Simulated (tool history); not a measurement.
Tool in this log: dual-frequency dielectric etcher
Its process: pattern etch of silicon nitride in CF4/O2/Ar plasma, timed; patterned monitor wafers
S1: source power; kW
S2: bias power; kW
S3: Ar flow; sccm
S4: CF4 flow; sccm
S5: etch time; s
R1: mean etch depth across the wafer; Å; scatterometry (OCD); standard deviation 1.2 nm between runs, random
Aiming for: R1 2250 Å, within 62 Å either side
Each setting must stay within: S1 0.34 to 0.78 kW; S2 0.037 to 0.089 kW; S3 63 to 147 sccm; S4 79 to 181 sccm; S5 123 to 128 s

| run | hour | S1 | S2 | S3 | S4 | S5 | R1 |
|---|---|---|---|---|---|---|---|
| 1 | 0 | 0.56 | 0.063 | 105 | 130 | 123 | 2801.5 |
| 2 | 7.2 | 0.64 | 0.063 | 105 | 130 | 123 | 3231.2 |
| 3 | 8.6 | 0.64 | 0.063 | 105 | 130 | 128 | 3354.3 |
| 4 | 12.4 | 0.55 | 0.063 | 105 | 130 | 128 | 2875 |
| 5 | 14.8 | 0.54 | 0.063 | 105 | 130 | 128 | 2804.7 |
| 6 | 23.3 | 0.53 | 0.063 | 105 | 130 | 128 | 2747 |
| 7 | 32.1 | 0.52 | 0.063 | 105 | 130 | 128 | 2726 |
| 8 | 39.4 | 0.51 | 0.063 | 105 | 130 | 128 | 2650.7 |
| 9 | 48.3 | 0.5 | 0.063 | 105 | 130 | 128 | 2594.3 |
| 10 | 51.2 | 0.49 | 0.063 | 105 | 130 | 128 | 2523.6 |
| 11 | 56 | 0.48 | 0.063 | 105 | 130 | 128 | 2464.7 |
| 12 | 59.6 | 0.45 | 0.063 | 105 | 130 | 128 | 2349.1 |

Consider the 4 candidate settings below. Which is the only one whose results all fall within their allowed miss of target?
| A | 63.2 | 0.5 | 0.058 | 99 | 143 | 126.5 | ? |
| B | 63.2 | 0.47 | 0.066 | 108 | 135 | 128 | ? |
| C | 63.2 | 0.43 | 0.07 | 111 | 135 | 124.5 | ? |
| D | 63.2 | 0.42 | 0.059 | 76 | 99 | 128 | ? |

| move | R1 |
|---|---|
| A | 2509.9 |
| B | 2491.6 |
| C | 2261.3 |
| D | 2107 |
A: misses by more than the last run did
B: misses by more than the last run did
C: hits every target within its allowed miss
D: moves the result that the last run missed by most past its target, out the other side
So the answer is move C, the one that meets all the targets.

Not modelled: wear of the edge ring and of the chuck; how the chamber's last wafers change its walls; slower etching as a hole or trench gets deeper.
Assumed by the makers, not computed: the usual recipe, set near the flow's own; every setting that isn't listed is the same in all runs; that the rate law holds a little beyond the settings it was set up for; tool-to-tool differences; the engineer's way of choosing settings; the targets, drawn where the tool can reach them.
